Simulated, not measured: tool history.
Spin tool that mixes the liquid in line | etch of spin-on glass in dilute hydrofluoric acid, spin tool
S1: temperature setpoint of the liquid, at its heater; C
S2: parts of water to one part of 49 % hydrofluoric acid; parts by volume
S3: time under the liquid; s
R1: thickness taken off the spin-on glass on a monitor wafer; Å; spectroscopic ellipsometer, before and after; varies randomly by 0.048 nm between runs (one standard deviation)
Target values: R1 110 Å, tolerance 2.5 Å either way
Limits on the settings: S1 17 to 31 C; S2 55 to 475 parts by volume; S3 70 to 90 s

run,hour,S1,S2,S3,R1
1,0,23,265,90,57.531
2,2.6,23,265,70,44.746
3,6.3,24,245,70,51.305
4,14,24,245,70,51.261
5,21.5,25,220,70,60.62
6,25.5,26,205,70,68.215
7,29.2,26.5,195,70,74.213
8,37.1,27,190,70,78.048
9,38.5,27.5,185,70,81.836
10,40.8,31,140,70,131.41
11,42.4,31,140,70,130.9
12,44.7,30.5,140,70,127.87
13,47.6,30,140,70,125.8
14,54.2,29.5,140,70,123.21
15,58.6,29,140,70,121.44

Below are 4 possible settings for the next run. Only one of them brings all results inside the allowed miss of their targets. Which is it?
A,63,28,165,75,?
B,63,28,165,80,?
C,63,28,150,75,?
D,63,26.5,185,90,?

move,R1
A,103.57
B,110.47
C,116.06
D,102.5
A: the result that was furthest off in the last run now lies on the other side of its target
B: every result within its allowed miss
C: closer than the last run, but not yet in spec
D: the result that was furthest off in the last run now lies on the other side of its target
B meets every target.
